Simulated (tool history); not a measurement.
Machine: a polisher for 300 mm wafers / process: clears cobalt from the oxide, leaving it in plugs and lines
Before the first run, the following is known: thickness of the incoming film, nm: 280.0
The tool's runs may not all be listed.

| run | hour | flow of slurry (ml/min) | pressure of the wafer on the pad (psi) | speed of the pad under the wafer (cm/s) | overpolish time after the end point (s) | time until the end point was called (s) | dishing of a wide line in a test structure (nm) |
|---|---|---|---|---|---|---|---|
| 1 | 0 | 270 | 1.2 | 108 | 14 | 102.85 | 31.622 |
| 2 | 4.7 | 270 | 1.3 | 108 | 15 | 92.523 | 33.944 |
| 3 | 11 | 270 | 1.3 | 108 | 16 | 93.428 | 35.964 |
| 4 | 12.2 | 210 | 1.3 | 108 | 16 | 95.247 | 33.997 |
| 5 | 19.3 | 215 | 1.3 | 108 | 17 | 94.206 | 35.218 |
| 6 | 26.4 | 215 | 1.3 | 108 | 19 | 95.372 | 41.342 |
| 7 | 29.7 | 225 | 1.3 | 108 | 19 | 94.291 | 38.693 |
| 8 | 38.4 | 225 | 1.3 | 108 | 19 | 92.547 | 40.648 |
| 9 | 45.6 | 235 | 1.3 | 108 | 19 | 93.128 | 38.538 |
| 10 | 53 | 235 | 1.3 | 108 | 20 | 93.636 | 40.092 |
| 11 | 55.6 | 235 | 1.3 | 108 | 21 | 92.751 | 41.404 |
| 12 | 63.6 | 235 | 1.3 | 108 | 22 | 92.823 | 44.035 |

The next listed run, before its measurement:
| 13 | 69.2 | 235 | 1.4 | 108 | 22 | ? | ? |

Run 13 measured time until the end point was called (s) 87.708, dishing of a wide line in a test structure (nm) 45.297.

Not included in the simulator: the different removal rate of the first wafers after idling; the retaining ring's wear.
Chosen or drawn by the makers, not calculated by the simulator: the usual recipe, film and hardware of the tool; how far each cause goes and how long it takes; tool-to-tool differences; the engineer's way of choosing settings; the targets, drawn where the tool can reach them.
